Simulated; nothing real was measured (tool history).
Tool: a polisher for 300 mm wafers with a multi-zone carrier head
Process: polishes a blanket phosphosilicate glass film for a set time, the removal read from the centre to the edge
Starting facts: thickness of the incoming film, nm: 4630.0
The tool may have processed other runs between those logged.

run  hour  flow of slurry (ml/min)  pressure of the head's centre zone  pressure of the head's middle zone  pressure of the head's edge zone  abrasive content of the slurry  polishing time (s)  film removed at the wafer's centre (nm)  film removed at mid-radius (nm)  film removed at the wafer's edge (nm)
  1     0                      180                                   1                                   1                                 1                               1                  52                                    292.4                           300.74                                  291.8
  2   3.2                      180                                   1                                   1                              0.97                             0.9                  52                                    278.6                           283.86                                 279.75
  3  11.3                      180                                   1                                   1                              0.97                            0.75                  52                                   263.09                           273.08                                 262.06
  4  16.2                      180                                1.01                                   1                              0.95                             0.7                  52                                   255.13                           261.37                                 249.63
  5  24.9                      175                                1.02                                   1                              0.93                             0.7                  52                                    257.1                           262.68                                 256.47
  6  33.2                      175                                1.02                                   1                              0.93                             0.7                  46                                   223.34                            229.3                                 222.13
  7  35.4                      185                                1.03                                1.01                              0.93                             0.7                  46                                   235.61                           232.57                                 224.04

For run 8, what comes out?
  8  37.1                      190                                1.03                                1.02                              0.93                             0.7                  46                                        ?                                ?                                      ?

{"run 8": {"film removed at the wafer's centre (nm)": 237.83, "film removed at mid-radius (nm)": 236.65, "film removed at the wafer's edge (nm)": 224.99}}
